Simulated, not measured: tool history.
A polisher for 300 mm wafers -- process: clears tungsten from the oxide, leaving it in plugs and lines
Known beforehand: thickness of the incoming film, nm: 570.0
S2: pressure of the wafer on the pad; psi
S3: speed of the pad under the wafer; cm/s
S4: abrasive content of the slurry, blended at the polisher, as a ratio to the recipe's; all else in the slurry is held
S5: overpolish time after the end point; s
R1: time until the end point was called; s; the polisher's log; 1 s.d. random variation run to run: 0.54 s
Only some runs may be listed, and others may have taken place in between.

{"run": 1, "hour": 0.0, "flow of slurry (ml/min)": 190, "S2": 4.9, "S3": 128, "S4": 1, "S5": 12, "R1": 96.324}
{"run": 2, "hour": 5.2, "flow of slurry (ml/min)": 190, "S2": 5.1, "S3": 128, "S4": 1, "S5": 12, "R1": 94.321}
{"run": 3, "hour": 13.0, "flow of slurry (ml/min)": 190, "S2": 5.1, "S3": 128, "S4": 1, "S5": 10, "R1": 94.432}
{"run": 4, "hour": 13.7, "flow of slurry (ml/min)": 190, "S2": 5.3, "S3": 128, "S4": 1, "S5": 10, "R1": 90.363}
{"run": 5, "hour": 15.9, "flow of slurry (ml/min)": 190, "S2": 5.5, "S3": 128, "S4": 1, "S5": 10, "R1": 86.596}
{"run": 6, "hour": 24.3, "flow of slurry (ml/min)": 190, "S2": 5.7, "S3": 128, "S4": 1, "S5": 10, "R1": 84.521}
{"run": 7, "hour": 28.4, "flow of slurry (ml/min)": 190, "S2": 5.7, "S3": 128, "S4": 1, "S5": 10, "R1": 83.789}
{"run": 8, "hour": 31.1, "flow of slurry (ml/min)": 190, "S2": 5.8, "S3": 128, "S4": 1, "S5": 10, "R1": 82.813}

Expected results for the next run?
{"run": 9, "hour": 36.0, "flow of slurry (ml/min)": 190, "S2": 6, "S3": 128, "S4": 1, "S5": 10, "R1": "?"}

R1: 79.192 s
